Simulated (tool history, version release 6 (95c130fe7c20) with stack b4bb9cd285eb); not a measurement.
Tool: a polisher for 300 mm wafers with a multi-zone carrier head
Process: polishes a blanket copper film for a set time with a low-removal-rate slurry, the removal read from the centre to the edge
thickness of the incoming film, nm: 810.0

run  hour  flow of slurry (ml/min)  pressure of the head's centre zone  pressure of the head's middle zone  pressure of the head's edge zone  abrasive content of the slurry  polishing time (s)  film removed at the wafer's centre (angstrom)  film removed at mid-radius (angstrom)  film removed at the wafer's edge (angstrom)
  1   0.0                      300                                1.00                                1.00                              1.00                            1.00                  85                                         2098.8                                 2044.8                                       2054.1
  2   8.2                      300                                1.07                                1.00                              1.00                            1.00                  85                                         2283.5                                 2098.3                                       2093.1
  3  15.6                      360                                1.07                                1.00                              1.00                            1.00                  85                                         2337.8                                 2108.8                                       2107.7
  4  18.2                      360                                1.07                                1.00                              1.00                            1.00                 100                                         2672.7                                 2470.1                                       2456.6
  5  26.4                      360                                1.14                                1.00                              1.00                            1.00                 100                                         2883.3                                 2493.3                                       2494.8
  6  32.6                      360                                1.12                                1.00                              0.99                            0.95                  95                                         2741.9                                 2348.6                                       2318.4
  7  33.2                      355                                1.09                                1.00                              0.98                            0.90                  90                                         2412.4                                 2157.0                                       2174.3
  8  36.9                      355                                1.09                                1.00                              0.98                            0.90                  90                                         2414.1                                 2167.8                                       2148.4
  9  37.5                      355                                1.08                                1.00                              0.97                            0.85                  86                                         2240.5                                 2042.6                                       2044.1
 10  38.2                      355                                1.08                                1.01                              0.96                            0.80                  82                                         2115.6                                 1944.1                                       1845.1
 11  40.8                      320                                0.98                                0.91                              0.86                            0.55                  59                                         1222.5                                 1131.6                                       1135.7

Forecast run 12:
 12  47.0                      325                                0.98                                0.92                              0.86                            0.55                  59                                              ?                                      ?                                            ?

Run 12 gave film removed at the wafer's centre (angstrom) 1224.0, film removed at mid-radius (angstrom) 1145.7, film removed at the wafer's edge (angstrom) 1139.0.

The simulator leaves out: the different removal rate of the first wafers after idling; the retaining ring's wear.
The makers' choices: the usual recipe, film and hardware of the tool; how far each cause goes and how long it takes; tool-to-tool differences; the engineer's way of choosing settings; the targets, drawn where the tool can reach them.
